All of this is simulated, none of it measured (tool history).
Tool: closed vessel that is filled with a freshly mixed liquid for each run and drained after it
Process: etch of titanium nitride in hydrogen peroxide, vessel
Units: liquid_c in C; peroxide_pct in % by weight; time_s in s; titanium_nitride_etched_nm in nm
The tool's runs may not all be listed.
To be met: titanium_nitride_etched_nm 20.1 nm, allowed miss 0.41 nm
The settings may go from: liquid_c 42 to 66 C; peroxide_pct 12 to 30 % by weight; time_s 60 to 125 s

Run 1, day 0: liquid_c 58 C, peroxide_pct 23 % by weight, time_s 125 s. Result: titanium_nitride_etched_nm 11.116 nm.
Run 2, day 0.146: liquid_c 61 C, peroxide_pct 24.5 % by weight, time_s 125 s. Result: titanium_nitride_etched_nm 13.856 nm.
Run 3, day 0.483: liquid_c 62.5 C, peroxide_pct 25.5 % by weight, time_s 125 s. Result: titanium_nitride_etched_nm 15.679 nm.
Run 4, day 0.812: liquid_c 63.5 C, peroxide_pct 25.5 % by weight, time_s 125 s. Result: titanium_nitride_etched_nm 16.789 nm.
Run 5, day 1.025: liquid_c 59.5 C, peroxide_pct 25.5 % by weight, time_s 125 s. Result: titanium_nitride_etched_nm 12.909 nm.
Run 6, day 1.138: liquid_c 59.5 C, peroxide_pct 25.5 % by weight, time_s 125 s. Result: titanium_nitride_etched_nm 12.623 nm.
Run 7, day 1.267: liquid_c 62 C, peroxide_pct 25.5 % by weight, time_s 125 s. Result: titanium_nitride_etched_nm 15.109 nm.
Run 8, day 1.479: liquid_c 63.5 C, peroxide_pct 26 % by weight, time_s 125 s. Result: titanium_nitride_etched_nm 16.654 nm.
Run 9, day 1.667: liquid_c 64.5 C, peroxide_pct 26.5 % by weight, time_s 125 s. Result: titanium_nitride_etched_nm 18.039 nm.
Run 10, day 1.738: liquid_c 65 C, peroxide_pct 26.5 % by weight, time_s 125 s. Result: titanium_nitride_etched_nm 18.611 nm.
Run 11, day 1.879: liquid_c 65.5 C, peroxide_pct 27 % by weight, time_s 125 s. Result: titanium_nitride_etched_nm 19.361 nm.

5 next moves are on the table. One of them brings every result within its allowed miss. Which?
Run A, day 2.021: liquid_c 66 C, peroxide_pct 23.5 % by weight, time_s 125 s. Result: titanium_nitride_etched_nm ?.
Run B, day 2.021: liquid_c 66 C, peroxide_pct 27.5 % by weight, time_s 125 s. Result: titanium_nitride_etched_nm ?.
Run C, day 2.021: liquid_c 64.5 C, peroxide_pct 30 % by weight, time_s 125 s. Result: titanium_nitride_etched_nm ?.
Run D, day 2.021: liquid_c 66 C, peroxide_pct 19.5 % by weight, time_s 125 s. Result: titanium_nitride_etched_nm ?.
Run E, day 2.021: liquid_c 64.5 C, peroxide_pct 28.5 % by weight, time_s 125 s. Result: titanium_nitride_etched_nm ?.

move  titanium_nitride_etched_nm
   A                      19.404
   B                      20.082
   C                      18.546
   D                       18.64
   E                      18.337
A: nearer than the last run, and not there yet
B: meets every target
C: further off than the last run
D: further off than the last run
E: further off than the last run
The right move is B.

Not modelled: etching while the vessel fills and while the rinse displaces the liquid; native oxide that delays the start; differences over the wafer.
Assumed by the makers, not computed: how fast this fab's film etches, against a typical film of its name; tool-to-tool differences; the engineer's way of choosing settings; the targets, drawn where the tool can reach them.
